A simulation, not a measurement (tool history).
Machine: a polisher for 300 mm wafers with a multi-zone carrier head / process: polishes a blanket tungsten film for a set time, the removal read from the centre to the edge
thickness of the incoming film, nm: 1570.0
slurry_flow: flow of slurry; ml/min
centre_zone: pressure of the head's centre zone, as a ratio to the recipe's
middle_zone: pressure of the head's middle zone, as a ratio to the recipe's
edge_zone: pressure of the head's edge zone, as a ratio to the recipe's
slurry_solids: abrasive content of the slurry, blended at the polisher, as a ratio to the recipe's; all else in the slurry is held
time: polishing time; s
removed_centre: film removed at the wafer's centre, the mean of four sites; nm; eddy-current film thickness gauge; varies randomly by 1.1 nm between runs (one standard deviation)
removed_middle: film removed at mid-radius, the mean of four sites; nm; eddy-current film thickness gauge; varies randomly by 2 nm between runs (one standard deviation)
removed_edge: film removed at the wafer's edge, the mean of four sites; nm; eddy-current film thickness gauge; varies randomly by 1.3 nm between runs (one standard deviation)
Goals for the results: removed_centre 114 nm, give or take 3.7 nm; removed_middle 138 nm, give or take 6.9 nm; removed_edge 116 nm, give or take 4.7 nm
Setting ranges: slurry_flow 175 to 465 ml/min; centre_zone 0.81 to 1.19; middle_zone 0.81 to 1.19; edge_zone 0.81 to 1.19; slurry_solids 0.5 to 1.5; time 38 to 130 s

| run | hour | slurry_flow | centre_zone | middle_zone | edge_zone | slurry_solids | time | removed_centre | removed_middle | removed_edge |
|---|---|---|---|---|---|---|---|---|---|---|
| 1 | 0 | 295 | 1 | 1 | 1 | 1 | 84 | 225.45 | 235.4 | 222.55 |
| 2 | 1.1 | 240 | 1 | 1 | 1 | 1 | 84 | 218.1 | 218.06 | 223.96 |
| 3 | 2.6 | 280 | 0.97 | 1 | 0.97 | 0.85 | 71 | 178.81 | 185.47 | 181.58 |
| 4 | 4.8 | 280 | 0.97 | 1.08 | 0.97 | 0.85 | 71 | 178.43 | 196.65 | 179.54 |
| 5 | 5.4 | 280 | 0.97 | 1.05 | 0.97 | 0.85 | 71 | 176.6 | 187.26 | 183.91 |
| 6 | 11.8 | 315 | 0.97 | 1.05 | 0.97 | 0.85 | 71 | 178.15 | 193.06 | 185.31 |
| 7 | 18 | 305 | 0.95 | 1.09 | 0.92 | 0.75 | 63 | 151.41 | 175.39 | 154.34 |
| 8 | 23.8 | 295 | 0.93 | 1.08 | 0.89 | 0.65 | 60 | 138.85 | 156.71 | 139.9 |
| 9 | 27.3 | 285 | 0.91 | 1.09 | 0.86 | 0.6 | 58 | 128.87 | 155.03 | 132.02 |
| 10 | 35.6 | 285 | 0.9 | 1.08 | 0.85 | 0.55 | 56 | 117.55 | 140.4 | 122.22 |
| 11 | 44.2 | 280 | 0.9 | 1.08 | 0.84 | 0.55 | 56 | 119.41 | 143.76 | 121.74 |
| 12 | 47.3 | 275 | 0.89 | 1.07 | 0.83 | 0.55 | 56 | 117.7 | 140.19 | 120.79 |
| 13 | 51.8 | 270 | 0.89 | 1.07 | 0.82 | 0.55 | 56 | 117.5 | 141.35 | 119.73 |

Exercise: of the 5 proposed moves below, exactly one satisfies all targets within the stated allowed misses. Which move is it?
| A | 56.3 | 245 | 0.9 | 1.09 | 0.81 | 0.55 | 54 | ? | ? | ? |
| B | 56.3 | 240 | 0.83 | 1.11 | 0.94 | 0.5 | 58 | ? | ? | ? |
| C | 56.3 | 245 | 0.81 | 1.01 | 0.9 | 0.5 | 59 | ? | ? | ? |
| D | 56.3 | 175 | 0.92 | 1.08 | 0.84 | 0.6 | 62 | ? | ? | ? |
| E | 56.3 | 230 | 0.91 | 1.08 | 0.81 | 0.7 | 55 | ? | ? | ? |

| move | removed_centre | removed_middle | removed_edge |
|---|---|---|---|
| A | 112.97 | 134.22 | 113.77 |
| B | 109.47 | 143.41 | 128.04 |
| C | 108.92 | 135.02 | 128.09 |
| D | 126.61 | 146.93 | 129.5 |
| E | 120.83 | 141.01 | 120.76 |
A: meets every target
B: pushes the last run's worst result past its target
C: pushes the last run's worst result past its target
D: the biggest miss grows against the last run
E: the biggest miss grows against the last run
The right move is A.
